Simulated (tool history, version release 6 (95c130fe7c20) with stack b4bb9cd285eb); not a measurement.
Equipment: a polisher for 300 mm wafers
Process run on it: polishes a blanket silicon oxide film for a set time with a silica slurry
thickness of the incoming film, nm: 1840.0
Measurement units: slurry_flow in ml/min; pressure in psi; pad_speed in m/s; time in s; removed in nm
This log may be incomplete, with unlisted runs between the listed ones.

run    day  slurry_flow  pressure  pad_speed  slurry_solids  time  removed
  1  0.000          230       5.6       1.34            1.0    23   125.85
  2  0.267          230       5.6       1.34            1.1    23   131.71
  3  0.379          230       5.6       1.34            1.0    23   124.81
  4  0.442          230       4.3       1.34            1.0    23    96.77
  5  0.746          230       5.2       1.36            1.0    23   119.25
     0.858  -- worn pad replaced by a new one
  6  0.858          230       5.9       1.38            1.0    23   144.29
  7  1.212          230       6.3       1.38            1.0    23   154.05

For run 8, what comes out?
  8  1.488          230       6.7       1.38            1.0    23        ?

{"run 8": {"removed": 162.53}}
